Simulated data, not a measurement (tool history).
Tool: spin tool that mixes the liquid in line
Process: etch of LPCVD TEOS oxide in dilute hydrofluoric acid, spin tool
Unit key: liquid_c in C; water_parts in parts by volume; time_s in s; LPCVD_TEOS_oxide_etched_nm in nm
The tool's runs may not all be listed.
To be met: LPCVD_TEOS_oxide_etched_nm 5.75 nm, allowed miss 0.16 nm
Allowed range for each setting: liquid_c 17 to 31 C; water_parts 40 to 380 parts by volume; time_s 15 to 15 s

{"run": 1, "hour": 0.0, "liquid_c": 23, "water_parts": 210, "time_s": 15, "LPCVD_TEOS_oxide_etched_nm": 3.1688}
{"run": 2, "hour": 3.6, "liquid_c": 23, "water_parts": 210, "time_s": 15, "LPCVD_TEOS_oxide_etched_nm": 3.1507}
{"run": 3, "hour": 6.2, "liquid_c": 24.5, "water_parts": 195, "time_s": 15, "LPCVD_TEOS_oxide_etched_nm": 3.663}
{"run": 4, "hour": 7.4, "liquid_c": 26, "water_parts": 185, "time_s": 15, "LPCVD_TEOS_oxide_etched_nm": 4.1458}
{"run": 5, "hour": 12.9, "liquid_c": 26, "water_parts": 185, "time_s": 15, "LPCVD_TEOS_oxide_etched_nm": 4.1223}
{"run": 6, "hour": 17.9, "liquid_c": 26, "water_parts": 115, "time_s": 15, "LPCVD_TEOS_oxide_etched_nm": 7.2135}
{"run": 7, "hour": 23.4, "liquid_c": 24.5, "water_parts": 115, "time_s": 15, "LPCVD_TEOS_oxide_etched_nm": 6.8134}
{"run": 8, "hour": 29.9, "liquid_c": 23.5, "water_parts": 115, "time_s": 15, "LPCVD_TEOS_oxide_etched_nm": 6.5545}
{"run": 9, "hour": 30.8, "liquid_c": 22.5, "water_parts": 115, "time_s": 15, "LPCVD_TEOS_oxide_etched_nm": 6.2682}

Which single option among these 4 for the next run brings every result within its allowed miss of target? Just one does.
{"run": "A", "hour": 31.7, "liquid_c": 22.5, "water_parts": 125, "time_s": 15, "LPCVD_TEOS_oxide_etched_nm": "?"}
{"run": "B", "hour": 31.7, "liquid_c": 22, "water_parts": 115, "time_s": 15, "LPCVD_TEOS_oxide_etched_nm": "?"}
{"run": "C", "hour": 31.7, "liquid_c": 26.5, "water_parts": 120, "time_s": 15, "LPCVD_TEOS_oxide_etched_nm": "?"}
{"run": "D", "hour": 31.7, "liquid_c": 21.5, "water_parts": 115, "time_s": 15, "LPCVD_TEOS_oxide_etched_nm": "?"}

move=A LPCVD_TEOS_oxide_etched_nm=5.7359
move=B LPCVD_TEOS_oxide_etched_nm=6.1824
move=C LPCVD_TEOS_oxide_etched_nm=7.0198
move=D LPCVD_TEOS_oxide_etched_nm=6.0599
A: all results land within tolerance of their targets
B: moves toward the targets from the last run without getting all of them in spec
C: its largest miss is bigger than the last run's
D: moves toward the targets from the last run without getting all of them in spec
A meets every target.
